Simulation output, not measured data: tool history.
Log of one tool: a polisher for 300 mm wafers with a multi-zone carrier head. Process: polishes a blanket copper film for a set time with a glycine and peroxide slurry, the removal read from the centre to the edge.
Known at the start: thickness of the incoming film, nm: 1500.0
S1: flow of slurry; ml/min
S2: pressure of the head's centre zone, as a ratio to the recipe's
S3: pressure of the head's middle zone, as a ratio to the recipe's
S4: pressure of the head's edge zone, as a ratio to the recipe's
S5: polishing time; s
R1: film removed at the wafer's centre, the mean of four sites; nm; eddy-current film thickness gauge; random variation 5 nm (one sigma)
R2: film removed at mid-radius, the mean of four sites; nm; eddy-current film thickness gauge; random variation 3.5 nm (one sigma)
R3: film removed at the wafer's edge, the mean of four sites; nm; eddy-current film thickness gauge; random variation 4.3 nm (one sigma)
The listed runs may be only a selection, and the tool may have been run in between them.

| run | hour | S1 | S2 | S3 | S4 | S5 | R1 | R2 | R3 |
|---|---|---|---|---|---|---|---|---|---|
| 1 | 0.0 | 205 | 1.00 | 1.00 | 1.00 | 56 | 443.75 | 455.33 | 454.54 |
| 2 | 6.4 | 205 | 1.00 | 1.05 | 1.00 | 56 | 449.32 | 478.62 | 455.94 |
| 3 | 14.8 | 185 | 1.00 | 1.05 | 1.00 | 56 | 439.59 | 464.68 | 445.86 |
| 4 | 22.2 | 185 | 1.00 | 1.05 | 1.04 | 56 | 442.67 | 461.42 | 452.31 |
| 5 | 27.9 | 185 | 1.00 | 1.12 | 1.04 | 56 | 442.79 | 496.76 | 457.42 |
| 6 | 28.7 | 185 | 1.00 | 1.12 | 1.04 | 44 | 344.41 | 387.38 | 352.26 |
| 7 | 31.7 | 175 | 1.01 | 1.10 | 1.03 | 44 | 348.58 | 368.84 | 352.99 |

Run 8, settings as shown, results not yet in. Your forecast:
| 8 | 34.4 | 170 | 1.02 | 1.10 | 1.02 | 44 | ? | ? | ? |

R1: 356.00 nm
R2: 377.55 nm
R3: 356.36 nm

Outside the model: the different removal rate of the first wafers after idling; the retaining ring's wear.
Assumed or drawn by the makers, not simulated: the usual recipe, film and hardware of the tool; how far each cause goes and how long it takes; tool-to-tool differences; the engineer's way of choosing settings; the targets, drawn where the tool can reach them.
